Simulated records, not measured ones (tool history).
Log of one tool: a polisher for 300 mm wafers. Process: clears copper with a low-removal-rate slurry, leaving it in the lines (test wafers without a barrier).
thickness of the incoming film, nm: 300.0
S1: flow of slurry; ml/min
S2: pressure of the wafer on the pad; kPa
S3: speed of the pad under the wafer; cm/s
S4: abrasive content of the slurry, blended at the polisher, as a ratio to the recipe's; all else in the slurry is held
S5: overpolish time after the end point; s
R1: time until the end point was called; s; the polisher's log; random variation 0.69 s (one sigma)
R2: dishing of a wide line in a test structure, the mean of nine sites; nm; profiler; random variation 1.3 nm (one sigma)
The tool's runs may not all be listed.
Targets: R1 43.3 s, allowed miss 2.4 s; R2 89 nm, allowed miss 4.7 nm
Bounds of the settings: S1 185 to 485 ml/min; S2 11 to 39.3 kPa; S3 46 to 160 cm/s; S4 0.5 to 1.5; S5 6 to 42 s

Run 1, hour 0: S1 310 ml/min, S2 24.8 kPa, S3 102 cm/s, S4 1, S5 21 s. Result: R1 71.091 s, R2 62.022 nm.
Run 2, hour 4.8: S1 310 ml/min, S2 26.9 kPa, S3 102 cm/s, S4 1, S5 21 s. Result: R1 67.904 s, R2 64.274 nm.
Run 3, hour 9.5: S1 310 ml/min, S2 29.6 kPa, S3 102 cm/s, S4 1, S5 21 s. Result: R1 62.472 s, R2 68.262 nm.
Run 4, hour 12.1: S1 310 ml/min, S2 31 kPa, S3 104 cm/s, S4 1, S5 21 s. Result: R1 61.377 s, R2 73.365 nm.
Run 5, hour 16.1: S1 310 ml/min, S2 32.4 kPa, S3 108 cm/s, S4 1, S5 20 s. Result: R1 57.344 s, R2 73.185 nm.
Run 6, hour 23.2: S1 310 ml/min, S2 32.4 kPa, S3 108 cm/s, S4 1, S5 12 s. Result: R1 57.576 s, R2 47.859 nm.
Run 7, hour 24.1: S1 310 ml/min, S2 32.4 kPa, S3 112 cm/s, S4 1, S5 13 s. Result: R1 56.326 s, R2 51.525 nm.
At hour 27.8: slurry nozzle cleaned.
Run 8, hour 27.8: S1 310 ml/min, S2 33.1 kPa, S3 116 cm/s, S4 1, S5 14 s. Result: R1 48.383 s, R2 62.833 nm.

Which of these 5 next moves meets every target?
Run A, hour 31.5: S1 285 ml/min, S2 33.1 kPa, S3 132 cm/s, S4 0.95, S5 26 s. Result: R1 ?, R2 ?.
Run B, hour 31.5: S1 310 ml/min, S2 33.1 kPa, S3 130 cm/s, S4 1.2, S5 10 s. Result: R1 ?, R2 ?.
Run C, hour 31.5: S1 345 ml/min, S2 34.5 kPa, S3 122 cm/s, S4 0.85, S5 17 s. Result: R1 ?, R2 ?.
Run D, hour 31.5: S1 230 ml/min, S2 27.6 kPa, S3 144 cm/s, S4 1.1, S5 10 s. Result: R1 ?, R2 ?.
Run E, hour 31.5: S1 230 ml/min, S2 33.8 kPa, S3 130 cm/s, S4 1.05, S5 20 s. Result: R1 ?, R2 ?.

move      R1      R2
   A  43.818  107.11
   B  41.613  52.608
   C  46.225  75.128
   D  45.966  47.953
   E  43.799  88.786
A: takes the result that was furthest off past its target
B: further off than the last run
C: nearer than the last run, and not there yet
D: further off than the last run
E: meets every target
Move E is the one to make.

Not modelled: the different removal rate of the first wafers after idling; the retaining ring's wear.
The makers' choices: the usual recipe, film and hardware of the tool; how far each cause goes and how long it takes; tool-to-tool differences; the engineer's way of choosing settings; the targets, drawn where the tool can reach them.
